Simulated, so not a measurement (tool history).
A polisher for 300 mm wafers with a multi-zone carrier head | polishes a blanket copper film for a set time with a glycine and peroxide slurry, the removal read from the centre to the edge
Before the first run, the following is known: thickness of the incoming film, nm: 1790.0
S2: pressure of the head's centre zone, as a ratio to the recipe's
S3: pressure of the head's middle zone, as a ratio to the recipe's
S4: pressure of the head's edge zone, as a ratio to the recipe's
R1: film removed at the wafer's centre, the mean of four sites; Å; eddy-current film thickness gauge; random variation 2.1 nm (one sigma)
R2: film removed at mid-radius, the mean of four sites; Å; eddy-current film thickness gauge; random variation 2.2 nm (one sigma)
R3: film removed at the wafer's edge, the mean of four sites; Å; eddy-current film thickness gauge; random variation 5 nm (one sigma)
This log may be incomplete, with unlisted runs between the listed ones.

{"run": 1, "hour": 0.0, "flow of slurry (ml/min)": 155, "S2": 1, "S3": 1, "S4": 1, "polishing time (s)": 72, "R1": 4633.7, "R2": 4486.3, "R3": 4498.9}
{"run": 2, "hour": 2.1, "flow of slurry (ml/min)": 155, "S2": 0.94, "S3": 1, "S4": 1, "polishing time (s)": 72, "R1": 4319.7, "R2": 4503.8, "R3": 4521}
{"run": 3, "hour": 4.4, "flow of slurry (ml/min)": 150, "S2": 0.94, "S3": 0.98, "S4": 1, "polishing time (s)": 70, "R1": 4185.5, "R2": 4234.1, "R3": 4445.9}
{"run": 4, "hour": 12.0, "flow of slurry (ml/min)": 150, "S2": 0.94, "S3": 1.02, "S4": 1, "polishing time (s)": 70, "R1": 4149.1, "R2": 4487, "R3": 4378.4}
{"run": 5, "hour": 14.8, "flow of slurry (ml/min)": 135, "S2": 0.94, "S3": 1.02, "S4": 1, "polishing time (s)": 70, "R1": 4125.5, "R2": 4280.5, "R3": 4294.9}
{"run": 6, "hour": 21.3, "flow of slurry (ml/min)": 135, "S2": 0.94, "S3": 1.02, "S4": 1, "polishing time (s)": 59, "R1": 3439, "R2": 3628.6, "R3": 3680.4}

Run 7, settings as shown, results not yet in. Your forecast:
{"run": 7, "hour": 25.5, "flow of slurry (ml/min)": 100, "S2": 0.89, "S3": 0.92, "S4": 0.94, "polishing time (s)": 56, "R1": "?", "R2": "?", "R3": "?"}

R1: 2811.3 Å
R2: 2957.4 Å
R3: 3237.5 Å
